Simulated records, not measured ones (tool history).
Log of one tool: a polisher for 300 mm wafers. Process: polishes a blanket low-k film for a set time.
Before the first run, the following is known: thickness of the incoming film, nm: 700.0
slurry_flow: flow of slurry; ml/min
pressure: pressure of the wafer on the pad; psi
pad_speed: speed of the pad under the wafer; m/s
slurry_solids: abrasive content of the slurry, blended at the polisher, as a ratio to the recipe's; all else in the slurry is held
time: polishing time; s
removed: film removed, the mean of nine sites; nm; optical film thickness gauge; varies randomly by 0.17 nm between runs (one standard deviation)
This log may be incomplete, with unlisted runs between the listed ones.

| run | day | slurry_flow | pressure | pad_speed | slurry_solids | time | removed |
|---|---|---|---|---|---|---|---|
| 1 | 0.000 | 125 | 2.0 | 1.30 | 1.0 | 35 | 17.410 |
| 2 | 0.346 | 125 | 2.0 | 1.30 | 0.9 | 35 | 16.903 |
| 3 | 0.554 | 140 | 2.2 | 1.30 | 0.9 | 35 | 18.709 |
| 4 | 0.638 | 145 | 2.3 | 1.30 | 0.9 | 35 | 19.929 |
| 5 | 0.738 | 145 | 2.8 | 1.30 | 0.9 | 35 | 24.169 |
| 6 | 0.925 | 145 | 2.5 | 1.30 | 0.9 | 35 | 21.712 |

Run 7 comes next. What will it give?
| 7 | 1.096 | 145 | 2.5 | 1.30 | 0.9 | 35 | ? |

{"run 7": {"removed": 21.774}}
